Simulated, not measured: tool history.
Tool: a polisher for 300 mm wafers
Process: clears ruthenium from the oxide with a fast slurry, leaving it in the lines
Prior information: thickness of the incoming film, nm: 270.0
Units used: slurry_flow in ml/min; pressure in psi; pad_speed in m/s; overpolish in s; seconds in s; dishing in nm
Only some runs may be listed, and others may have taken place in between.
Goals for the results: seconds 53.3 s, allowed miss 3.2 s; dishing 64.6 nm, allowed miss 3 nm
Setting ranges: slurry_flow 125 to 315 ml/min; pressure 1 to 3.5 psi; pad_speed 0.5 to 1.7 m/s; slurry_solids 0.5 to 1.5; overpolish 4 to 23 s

run	day	slurry_flow	pressure	pad_speed	slurry_solids	overpolish	seconds	dishing
1	0	205	2.2	1.1	1	12	67.859	34.719
2	0.292	205	2.2	1.1	1	8	68.698	24.035
3	0.338	205	2.2	1.1	0.9	8	69.624	23.056
4	0.7	180	2.2	1.1	0.9	8	72.097	22.921
5	1.021	180	2.2	1.14	1	10	68.272	29.794
6	1.125	175	2.3	1.16	1.1	11	59.537	37.062
7	1.321	175	2.3	1.16	1.15	12	58.786	39.062
8	1.35	170	2.4	1.18	1.1	13	55.974	44.26

Below are 5 possible settings for the next run. Only one of them brings all results inside the allowed miss of their targets. Which is it?
A	1.379	170	3.5	0.94	1.35	16	?	?
B	1.379	160	2.4	1.24	1.2	19	?	?
C	1.379	195	2.1	1.3	1.1	11	?	?
D	1.379	130	2.3	1.12	1.35	21	?	?
E	1.379	235	2.6	1.3	1.1	17	?	?

move	seconds	dishing
A	44.674	64.598
B	51.86	65.847
C	56.965	37.449
D	58.686	64.551
E	45.43	67.026
A: brings the result that was furthest off to its target, and leaves another outside
B: all results land within tolerance of their targets
C: moves away from the targets compared with the last run
D: brings the result that was furthest off to its target, and leaves another outside
E: brings the result that was furthest off to its target, and leaves another outside
Go with B: it meets all targets.
